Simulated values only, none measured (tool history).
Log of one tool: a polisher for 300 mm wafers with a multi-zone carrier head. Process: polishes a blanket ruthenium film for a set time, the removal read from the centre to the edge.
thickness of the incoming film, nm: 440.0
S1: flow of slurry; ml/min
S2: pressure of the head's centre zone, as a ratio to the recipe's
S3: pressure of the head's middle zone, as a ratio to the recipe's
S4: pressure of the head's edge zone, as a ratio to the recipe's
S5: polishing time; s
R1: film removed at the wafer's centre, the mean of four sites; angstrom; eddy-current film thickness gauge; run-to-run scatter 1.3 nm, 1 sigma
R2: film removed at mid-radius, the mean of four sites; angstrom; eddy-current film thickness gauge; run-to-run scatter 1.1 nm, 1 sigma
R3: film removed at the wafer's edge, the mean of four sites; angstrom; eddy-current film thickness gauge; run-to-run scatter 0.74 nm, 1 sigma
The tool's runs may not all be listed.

run 1 hour=0 | S1=250 S2=1 S3=1 S4=1 S5=82 | R1=1160.9 R2=1208.1 R3=1148.6
run 2 hour=2 | S1=250 S2=1 S3=0.97 S4=1 S5=82 | R1=1174.3 R2=1154 R3=1138.1
run 3 hour=5.1 | S1=255 S2=1.02 S3=0.97 S4=0.96 S5=75 | R1=1093.4 R2=1045.6 R3=1012.9
run 4 hour=11.3 | S1=255 S2=1.02 S3=0.9 S4=0.96 S5=75 | R1=1076.3 R2=1009 R3=1022.7
run 5 hour=15 | S1=255 S2=1.03 S3=0.92 S4=0.93 S5=71 | R1=1061.7 R2=943.08 R3=967.53
run 6 hour=17.2 | S1=260 S2=1.03 S3=0.97 S4=0.91 S5=66 | R1=966.15 R2=919.82 R3=875.35
run 7 hour=25.7 | S1=260 S2=1.04 S3=0.98 S4=0.89 S5=64 | R1=956.02 R2=912.49 R3=854.48
run 8 hour=29.8 | S1=260 S2=1.06 S3=0.99 S4=0.87 S5=62 | R1=956.44 R2=899.26 R3=799.07

For run 9, what comes out?
run 9 hour=37.8 | S1=255 S2=1.06 S3=0.98 S4=0.86 S5=61 | R1=? R2=? R3=?

Run 9 came out at R1 927.95 angstrom, R2 868.1 angstrom, R3 794.82 angstrom.
